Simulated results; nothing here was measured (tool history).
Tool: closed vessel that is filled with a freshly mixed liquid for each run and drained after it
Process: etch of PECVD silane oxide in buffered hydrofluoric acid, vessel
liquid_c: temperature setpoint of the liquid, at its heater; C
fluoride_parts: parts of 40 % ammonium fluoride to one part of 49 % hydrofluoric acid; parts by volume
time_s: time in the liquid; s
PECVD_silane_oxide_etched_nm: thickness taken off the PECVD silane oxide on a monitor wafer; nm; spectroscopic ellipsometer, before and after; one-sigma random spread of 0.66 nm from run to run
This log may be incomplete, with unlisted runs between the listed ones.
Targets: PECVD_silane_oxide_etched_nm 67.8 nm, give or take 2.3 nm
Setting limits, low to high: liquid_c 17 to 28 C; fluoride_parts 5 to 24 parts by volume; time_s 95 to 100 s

run	hour	liquid_c	fluoride_parts	time_s	PECVD_silane_oxide_etched_nm
1	0	20	14.5	95	85.374
2	8.8	22.5	14.5	95	100.11
3	16.8	22.5	16	95	89.891
4	19.8	22.5	17.5	95	81.612
5	21.4	24.5	17.5	95	91.36
6	28.9	24.5	13.5	95	117.77
7	35	23.5	14	95	110.37
8	36.9	22.5	14.5	95	99.412
9	41.9	21.5	14.5	95	93.565
10	44.9	21	14.5	95	91.176
11	48.2	20.5	14.5	95	88.968
12	52.7	20.5	14.5	95	88.09
13	58.5	20	14.5	95	86.274
14	61.4	19.5	14.5	95	84.726
15	66.1	19	15	95	77.816

Of the 4 settings listed for the next run, only one would bring every result within its allowed miss of target. Which one?
A	70.8	17	15.5	95	?
B	70.8	17	16.5	95	?
C	70.8	18	17.5	95	?
D	70.8	19.5	13.5	100	?

move	PECVD_silane_oxide_etched_nm
A	67.866
B	63.81
C	63.744
D	94.298
A: all results land within tolerance of their targets
B: the result that was furthest off in the last run now lies on the other side of its target
C: the result that was furthest off in the last run now lies on the other side of its target
D: misses by more than the last run did
A meets every target.

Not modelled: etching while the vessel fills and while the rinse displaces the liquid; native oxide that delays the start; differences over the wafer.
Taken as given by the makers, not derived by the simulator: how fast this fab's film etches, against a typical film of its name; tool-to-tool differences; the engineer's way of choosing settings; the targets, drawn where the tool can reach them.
